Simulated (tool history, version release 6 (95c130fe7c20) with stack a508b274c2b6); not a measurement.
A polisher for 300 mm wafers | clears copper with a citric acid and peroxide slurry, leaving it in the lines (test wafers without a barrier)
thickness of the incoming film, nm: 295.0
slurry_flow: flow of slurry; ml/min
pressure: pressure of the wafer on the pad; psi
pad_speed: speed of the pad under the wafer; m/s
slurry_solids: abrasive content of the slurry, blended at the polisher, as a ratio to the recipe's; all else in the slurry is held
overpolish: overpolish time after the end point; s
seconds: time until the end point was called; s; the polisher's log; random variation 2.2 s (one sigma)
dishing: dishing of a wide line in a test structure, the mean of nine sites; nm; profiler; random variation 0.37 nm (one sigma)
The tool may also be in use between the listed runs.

run  hour  slurry_flow  pressure  pad_speed  slurry_solids  overpolish  seconds  dishing
  1   0.0          285       2.3       1.18            1.0          20   154.88   28.234
  2   2.2          285       2.4       1.18            1.0          18   144.60   27.931
  3   5.7          285       2.4       1.18            1.0          16   149.50   25.210
  4   9.2          285       2.7       1.18            1.0          16   129.71   27.973
  5  16.6          285       2.7       1.18            1.0          14   133.59   23.864
  6  17.4          285       2.7       1.18            1.0          20   133.49   32.697
     23.8  -- slurry nozzle cleaned
  7  23.8          285       2.7       1.18            1.0          18   129.09   32.055
  8  26.9          285       2.7       1.20            1.0          16   130.15   27.766
  9  28.7          285       2.7       1.20            1.0          15   129.09   26.703
 10  33.9          285       2.7       1.20            1.0          14   129.65   26.278
 11  36.9          285       2.7       1.20            1.0          14   130.75   25.543
 12  43.1          285       2.7       1.20            1.0          13   130.21   24.212

Forecast run 13:
 13  48.8          285       2.6       1.20            1.0           6        ?        ?

Run 13 gave seconds 129.76 s, dishing 11.487 nm.

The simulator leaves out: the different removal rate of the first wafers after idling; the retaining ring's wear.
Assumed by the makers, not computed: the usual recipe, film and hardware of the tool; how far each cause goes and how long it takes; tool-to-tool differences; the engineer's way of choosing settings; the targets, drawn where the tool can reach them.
